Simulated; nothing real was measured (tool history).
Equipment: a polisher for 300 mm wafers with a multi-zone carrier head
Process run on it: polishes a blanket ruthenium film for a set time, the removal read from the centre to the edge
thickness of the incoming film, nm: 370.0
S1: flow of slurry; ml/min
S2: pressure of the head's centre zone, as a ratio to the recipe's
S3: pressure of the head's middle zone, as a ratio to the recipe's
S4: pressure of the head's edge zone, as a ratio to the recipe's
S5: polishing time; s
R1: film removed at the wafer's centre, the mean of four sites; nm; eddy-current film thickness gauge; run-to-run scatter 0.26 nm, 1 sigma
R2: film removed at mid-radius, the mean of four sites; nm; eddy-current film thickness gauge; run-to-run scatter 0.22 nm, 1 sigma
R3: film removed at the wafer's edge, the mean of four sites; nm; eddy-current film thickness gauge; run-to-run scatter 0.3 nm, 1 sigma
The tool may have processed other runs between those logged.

| run | hour | S1 | S2 | S3 | S4 | S5 | R1 | R2 | R3 |
|---|---|---|---|---|---|---|---|---|---|
| 1 | 0 | 285 | 1 | 1 | 1 | 88 | 53.131 | 51.566 | 51.715 |
| 2 | 3.1 | 285 | 1.09 | 1 | 1 | 88 | 58.402 | 51.289 | 51.401 |
| 3 | 10.1 | 285 | 1.06 | 1.01 | 0.97 | 82 | 53.141 | 48.58 | 47.699 |
| 4 | 12.5 | 285 | 1.06 | 1.01 | 0.92 | 82 | 51.661 | 48.572 | 45.573 |
| 5 | 19.4 | 285 | 1.06 | 1.01 | 0.92 | 101 | 64.201 | 59.638 | 55.613 |
| 6 | 21.6 | 280 | 1.04 | 1.01 | 0.9 | 93 | 58.068 | 55.085 | 51.221 |
| 7 | 24.7 | 285 | 1.02 | 1.01 | 0.89 | 86 | 52.314 | 50.916 | 47.635 |
| 8 | 25.4 | 280 | 1.01 | 1.02 | 0.88 | 80 | 48.678 | 48.033 | 43.716 |

Run 9 has not been measured yet. What should we expect?
| 9 | 32 | 275 | 0.99 | 1.02 | 0.87 | 76 | ? | ? | ? |

R1: 45.461 nm
R2: 45.307 nm
R3: 41.722 nm
